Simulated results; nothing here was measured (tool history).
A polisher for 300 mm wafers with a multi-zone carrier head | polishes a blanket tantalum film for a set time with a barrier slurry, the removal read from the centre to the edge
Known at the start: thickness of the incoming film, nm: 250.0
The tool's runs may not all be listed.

run	hour	flow of slurry (ml/min)	pressure of the head's centre zone	pressure of the head's middle zone	pressure of the head's edge zone	abrasive content of the slurry	polishing time (s)	film removed at the wafer's centre (angstrom)	film removed at mid-radius (angstrom)	film removed at the wafer's edge (angstrom)
1	0	290	1	1	1	1	42	752.65	786.2	768.52
2	7.7	290	1	1	1	0.85	42	751.99	761.89	754.25
3	9.8	290	0.95	1	1	0.85	42	715.42	754.87	759.86
4	11.2	290	0.94	1.01	0.99	0.8	40	647.63	719.86	677.04
5	16.5	290	1	1.01	0.99	0.8	40	690.24	721.69	707.72
6	20.2	290	0.99	1.01	0.97	0.75	38	638.63	669.75	638.72

The next listed run, before its measurement:
7	22.6	260	0.89	0.94	0.87	0.5	28	?	?	?

film removed at the wafer's centre (angstrom): 381.56
film removed at mid-radius (angstrom): 411.32
film removed at the wafer's edge (angstrom): 401.66

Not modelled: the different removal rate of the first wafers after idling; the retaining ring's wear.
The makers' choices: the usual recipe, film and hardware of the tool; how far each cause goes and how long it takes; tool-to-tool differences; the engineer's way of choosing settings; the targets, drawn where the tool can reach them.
